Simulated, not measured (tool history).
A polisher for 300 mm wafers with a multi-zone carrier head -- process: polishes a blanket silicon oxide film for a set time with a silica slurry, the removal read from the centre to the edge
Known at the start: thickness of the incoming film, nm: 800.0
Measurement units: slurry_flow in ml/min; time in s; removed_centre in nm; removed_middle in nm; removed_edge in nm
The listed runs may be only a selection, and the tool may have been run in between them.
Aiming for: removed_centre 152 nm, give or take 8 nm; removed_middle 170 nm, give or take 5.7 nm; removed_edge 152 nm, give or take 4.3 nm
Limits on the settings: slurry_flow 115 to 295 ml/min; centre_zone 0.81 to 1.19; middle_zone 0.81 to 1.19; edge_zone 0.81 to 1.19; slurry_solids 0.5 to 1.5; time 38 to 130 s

run  hour  slurry_flow  centre_zone  middle_zone  edge_zone  slurry_solids  time  removed_centre  removed_middle  removed_edge
  1     0          190            1            1          1              1    84          167.96          174.22        169.78
  2   6.5          190            1            1          1            0.9    84          154.04          165.98         157.3
  3  11.7          190            1         1.05          1            0.9    84          159.64          169.99        157.69
  4  17.7          190            1          1.1          1            0.9    84          152.63          178.97        158.45
  5  21.3          190            1         1.13          1            0.9    84          159.65          181.63        156.31
  6  22.9          190            1         1.13       0.93            0.9    84          158.51          182.64        151.37
  7  23.5          185            1         1.11       0.94            0.9    84          151.53          177.78        154.38
  8  25.8          185         1.01          1.1       0.94            0.9    84          155.45          179.98        153.26

Pick the move, out of 4, that brings all results within their allowed miss; only one does.
  A  28.1          245         1.03          1.1       1.05           1.05    70               ?               ?             ?
  B  28.1          120         0.97         1.18       0.95              1    84               ?               ?             ?
  C  28.1          140         0.87         1.19       0.85           0.95    90               ?               ?             ?
  D  28.1          155         1.03         1.15       0.84           0.75    97               ?               ?             ?

move  removed_centre  removed_middle  removed_edge
   A          148.71          166.79        154.25
   B          142.27          179.49        154.71
   C          144.02          195.55        157.18
   D          149.38          175.55        143.81
A: meets every target
B: about the same distance from the targets as the last run
C: the biggest miss grows against the last run
D: brings the result that was furthest off to its target, and leaves another outside
The right move is A.
